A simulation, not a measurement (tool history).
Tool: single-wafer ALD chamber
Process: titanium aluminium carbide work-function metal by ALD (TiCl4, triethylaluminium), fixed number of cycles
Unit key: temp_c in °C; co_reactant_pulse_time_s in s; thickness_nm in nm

run,hour,temp_c,co_reactant_pulse_time_s,thickness_nm
1,0,300,8.08,1.8655
2,7.7,300,6.22,1.7891
3,14.5,297,6.02,1.7418
4,18,307,6.02,1.8363
5,22.9,303,5.83,1.7882
6,30.7,309,5.83,1.843
7,32,305,5.63,1.795
8,35.8,302,5.48,1.7554
# hour 38.5: thermocouple changed; heater temperature recalibrated
9,38.5,300,5.39,1.7815
10,43.3,288,2.91,1.4571
11,49.7,291,2.98,1.4754
12,57.2,294,3.05,1.5182

Estimate the outcome of run 13 from the log above:
13,65.2,294,3.05,?

{"run 13": {"thickness_nm": 1.5117}}
